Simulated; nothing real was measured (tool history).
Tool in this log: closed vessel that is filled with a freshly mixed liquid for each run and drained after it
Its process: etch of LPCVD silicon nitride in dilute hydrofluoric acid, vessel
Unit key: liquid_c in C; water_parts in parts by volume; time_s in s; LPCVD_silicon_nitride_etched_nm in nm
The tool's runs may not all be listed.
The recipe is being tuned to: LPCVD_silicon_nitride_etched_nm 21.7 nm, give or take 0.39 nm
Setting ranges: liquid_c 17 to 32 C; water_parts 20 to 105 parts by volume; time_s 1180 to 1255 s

run  hour  liquid_c  water_parts  time_s  LPCVD_silicon_nitride_etched_nm
  1     0        24           55    1180                           10.805
  2   2.5        26           55    1180                           12.441
  3   7.1      27.5           55    1180                           13.674
  4  12.7      27.5           55    1180                           13.652
  5  14.8      27.5           55    1180                           13.792
  6  21.1      28.5           55    1180                           14.652
  7  22.5      29.5           55    1180                           15.656
  8    25        32           45    1180                            22.38

4 next moves are on the table. One of them brings every result within its allowed miss. Which?
  A  27.5      30.5           45    1205                                ?
  B  27.5        32           50    1220                                ?
  C  27.5        32           45    1220                                ?
  D  27.5      31.5           45    1180                                ?

move  LPCVD_silicon_nitride_etched_nm
   A                           20.758
   B                           20.842
   C                           23.137
   D                           21.676
A: takes the result that was furthest off past its target
B: takes the result that was furthest off past its target
C: lands further from the targets than the last run did
D: hits every target within its allowed miss
D is the move that brings every result within its allowed miss.
